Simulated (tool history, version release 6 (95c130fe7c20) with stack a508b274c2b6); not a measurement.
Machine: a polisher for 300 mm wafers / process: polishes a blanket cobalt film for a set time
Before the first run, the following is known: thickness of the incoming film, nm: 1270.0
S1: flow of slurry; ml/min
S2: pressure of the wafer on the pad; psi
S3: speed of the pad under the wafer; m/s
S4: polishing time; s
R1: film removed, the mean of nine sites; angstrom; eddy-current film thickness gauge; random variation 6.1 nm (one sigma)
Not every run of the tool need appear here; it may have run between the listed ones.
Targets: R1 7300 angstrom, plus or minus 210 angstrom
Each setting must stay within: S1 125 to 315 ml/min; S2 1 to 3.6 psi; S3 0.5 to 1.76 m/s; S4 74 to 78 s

run,hour,S1,S2,S3,S4,R1
1,0,205,2.3,1.12,74,4081.8
2,8.2,205,2.3,1.38,74,5070.7
3,14.6,205,2.3,1.2,74,4359.9
4,17.5,205,1.9,1.2,74,3706.5
5,25.3,235,1.9,1.2,74,3740.8
6,33.8,235,2.1,1.2,74,4095.4
7,39.1,235,2.3,1.2,74,4417.3
8,47.6,235,2.5,1.2,74,4741.4
9,49.3,235,2.7,1.2,74,4981.8
10,52.7,235,2.8,1.22,74,5305.2
11,57.1,235,2.9,1.22,74,5430.7
12,65.5,235,3,1.24,74,5826.3
13,67.1,235,3.1,1.24,74,5883.7
14,73.7,235,3.2,1.26,74,6080.1
15,74.4,235,3.2,1.26,74,6130.8
16,80.9,235,3.3,1.26,74,6346.2
17,85.5,240,3.5,1.28,74,6769

Which one of the following 4 next-run settings gets every result inside its allowed miss? There is exactly one.
A,90.1,240,3.4,1.28,74,?
B,90.1,265,3.6,1.12,76,?
C,90.1,165,3.3,1.5,75,?
D,90.1,170,3.4,1.2,74,?

move,R1
A,6562.4
B,6283
C,7248.8
D,5928.2
A: moves away from the targets compared with the last run
B: moves away from the targets compared with the last run
C: every result lands within tolerance
D: moves away from the targets compared with the last run
Move C is the one to make.
